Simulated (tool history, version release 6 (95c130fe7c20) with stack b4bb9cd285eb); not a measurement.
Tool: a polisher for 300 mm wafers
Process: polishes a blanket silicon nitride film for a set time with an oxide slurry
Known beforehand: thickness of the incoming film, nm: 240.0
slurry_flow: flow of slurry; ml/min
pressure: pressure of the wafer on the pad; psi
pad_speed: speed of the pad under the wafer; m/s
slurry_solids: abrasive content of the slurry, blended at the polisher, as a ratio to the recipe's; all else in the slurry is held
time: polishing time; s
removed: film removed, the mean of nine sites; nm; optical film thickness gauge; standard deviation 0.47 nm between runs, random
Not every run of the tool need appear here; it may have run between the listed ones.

Run 1, hour 0: slurry_flow 185 ml/min, pressure 4.8 psi, pad_speed 0.9 m/s, slurry_solids 1, time 47 s. Result: removed 40.41 nm.
Run 2, hour 4.7: slurry_flow 190 ml/min, pressure 5 psi, pad_speed 0.9 m/s, slurry_solids 1, time 47 s. Result: removed 41.916 nm.
Run 3, hour 9.9: slurry_flow 190 ml/min, pressure 5.2 psi, pad_speed 0.9 m/s, slurry_solids 1, time 47 s. Result: removed 43.862 nm.
Run 4, hour 11: slurry_flow 190 ml/min, pressure 5.2 psi, pad_speed 0.9 m/s, slurry_solids 1.1, time 47 s. Result: removed 44.564 nm.
Run 5, hour 13.2: slurry_flow 190 ml/min, pressure 5.3 psi, pad_speed 0.9 m/s, slurry_solids 1.1, time 47 s. Result: removed 46.348 nm.
At hour 19.3: slurry nozzle cleaned.
Run 6, hour 19.3: slurry_flow 190 ml/min, pressure 5.3 psi, pad_speed 0.9 m/s, slurry_solids 1.1, time 42 s. Result: removed 42.876 nm.
Run 7, hour 20.1: slurry_flow 190 ml/min, pressure 5.4 psi, pad_speed 0.9 m/s, slurry_solids 1.1, time 42 s. Result: removed 43.471 nm.

Run 8 has not been measured yet. What should we expect?
Run 8, hour 23.7: slurry_flow 190 ml/min, pressure 5.5 psi, pad_speed 0.9 m/s, slurry_solids 1.1, time 42 s. Result: removed ?.

{"run 8": {"removed": 44.27}}
